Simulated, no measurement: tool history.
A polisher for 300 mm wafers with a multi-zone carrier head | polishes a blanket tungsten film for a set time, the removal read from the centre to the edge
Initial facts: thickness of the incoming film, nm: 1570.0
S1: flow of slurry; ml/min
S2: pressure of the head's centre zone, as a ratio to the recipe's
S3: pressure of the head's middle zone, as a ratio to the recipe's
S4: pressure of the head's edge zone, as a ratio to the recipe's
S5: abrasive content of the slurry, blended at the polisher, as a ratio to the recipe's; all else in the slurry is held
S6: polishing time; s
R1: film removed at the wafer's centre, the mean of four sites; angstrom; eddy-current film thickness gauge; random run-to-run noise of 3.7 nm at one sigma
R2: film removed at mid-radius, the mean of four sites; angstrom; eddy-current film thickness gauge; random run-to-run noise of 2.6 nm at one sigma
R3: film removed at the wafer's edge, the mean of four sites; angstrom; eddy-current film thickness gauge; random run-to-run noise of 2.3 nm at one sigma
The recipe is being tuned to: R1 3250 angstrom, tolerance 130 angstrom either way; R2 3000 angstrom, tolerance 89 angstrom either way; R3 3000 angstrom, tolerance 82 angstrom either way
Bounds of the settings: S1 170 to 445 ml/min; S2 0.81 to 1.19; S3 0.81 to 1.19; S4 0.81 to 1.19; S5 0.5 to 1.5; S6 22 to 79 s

run 1 hour=0 | S1=285 S2=1 S3=1 S4=1 S5=1 S6=50 | R1=2168.3 R2=2167.6 R3=2254.5
run 2 hour=0.6 | S1=285 S2=1 S3=1.06 S4=1 S5=1 S6=50 | R1=2159.5 R2=2286.7 R3=2284.7
run 3 hour=9.2 | S1=285 S2=1 S3=1 S4=1 S5=1 S6=50 | R1=2186.3 R2=2218.4 R3=2234.6
run 4 hour=11.5 | S1=285 S2=1 S3=1.06 S4=1 S5=1 S6=50 | R1=2134.6 R2=2300.8 R3=2256.4
run 5 hour=16.9 | S1=285 S2=1 S3=1.06 S4=1 S5=1 S6=56 | R1=2469 R2=2544.7 R3=2531.6
run 6 hour=22.6 | S1=285 S2=1 S3=1.06 S4=1 S5=1 S6=64 | R1=2816.1 R2=2930.7 R3=2899.6
run 7 hour=23.7 | S1=290 S2=1.01 S3=1.06 S4=1 S5=1 S6=64 | R1=2795.1 R2=2941.5 R3=2887.5
run 8 hour=28.6 | S1=290 S2=1.03 S3=1.06 S4=1.01 S5=1 S6=64 | R1=2950.8 R2=2928.5 R3=2903.4
run 9 hour=35.5 | S1=295 S2=1.04 S3=1.06 S4=1.02 S5=1 S6=64 | R1=2923 R2=2952.5 R3=2940.5
run 10 hour=39.9 | S1=295 S2=1.05 S3=1.06 S4=1.02 S5=1 S6=64 | R1=2960.8 R2=2918.8 R3=2945.8
run 11 hour=44 | S1=300 S2=1.06 S3=1.06 S4=1.02 S5=1 S6=64 | R1=2937.7 R2=2910.7 R3=2901.6

Which of these 4 next moves meets every target?
run A hour=48.1 | S1=310 S2=1.12 S3=1.04 S4=1.01 S5=1 S6=66 | R1=? R2=? R3=?
run B hour=48.1 | S1=285 S2=1.17 S3=0.97 S4=0.97 S5=0.85 S6=66 | R1=? R2=? R3=?
run C hour=48.1 | S1=305 S2=1.11 S3=1.06 S4=0.98 S5=1 S6=62 | R1=? R2=? R3=?
run D hour=48.1 | S1=320 S2=1.06 S3=0.98 S4=1.04 S5=0.85 S6=70 | R1=? R2=? R3=?

move=A R1=3221.6 R2=3055.4 R3=3001.6
move=B R1=3243.4 R2=2808.6 R3=2853.8
move=C R1=2994 R2=2904.2 R3=2779
move=D R1=3156 R2=3037.4 R3=3148.3
A: in spec on every target
B: brings the result that was furthest off to its target, and leaves another outside
C: misses by more than the last run did
D: brings the result that was furthest off to its target, and leaves another outside
So the answer is move A, the one that meets all the targets.
